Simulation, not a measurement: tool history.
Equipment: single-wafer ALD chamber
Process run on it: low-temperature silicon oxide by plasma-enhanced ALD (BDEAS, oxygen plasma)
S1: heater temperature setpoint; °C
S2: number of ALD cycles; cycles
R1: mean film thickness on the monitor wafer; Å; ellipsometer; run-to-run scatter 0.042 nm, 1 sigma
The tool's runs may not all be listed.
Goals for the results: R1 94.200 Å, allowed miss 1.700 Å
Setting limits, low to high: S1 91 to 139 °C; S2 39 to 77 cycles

run 1 hour=0.0 | S1=115 S2=58 | R1=80.871
run 2 hour=1.9 | S1=114 S2=60 | R1=83.340
run 3 hour=9.0 | S1=118 S2=60 | R1=83.685
run 4 hour=11.4 | S1=118 S2=61 | R1=84.956
run 5 hour=13.1 | S1=126 S2=61 | R1=83.163
run 6 hour=16.0 | S1=126 S2=57 | R1=77.904
run 7 hour=20.6 | S1=125 S2=59 | R1=81.213
-- hour=21.9 thermocouple changed; heater temperature recalibrated
run 8 hour=21.9 | S1=125 S2=61 | R1=82.493
run 9 hour=22.6 | S1=117 S2=70 | R1=96.556

Which one of the following 4 next-run settings gets every result inside its allowed miss? There is exactly one.
run A hour=23.3 | S1=112 S2=71 | R1=?
run B hour=23.3 | S1=114 S2=68 | R1=?
run C hour=23.3 | S1=115 S2=71 | R1=?
run D hour=23.3 | S1=116 S2=66 | R1=?

move=A R1=99.610
move=B R1=95.033
move=C R1=99.033
move=D R1=91.880
A: its largest miss is bigger than the last run's
B: hits every target within its allowed miss
C: its largest miss is bigger than the last run's
D: carries the result that was furthest off beyond its target, to the other side
B is the move that brings every result within its allowed miss.

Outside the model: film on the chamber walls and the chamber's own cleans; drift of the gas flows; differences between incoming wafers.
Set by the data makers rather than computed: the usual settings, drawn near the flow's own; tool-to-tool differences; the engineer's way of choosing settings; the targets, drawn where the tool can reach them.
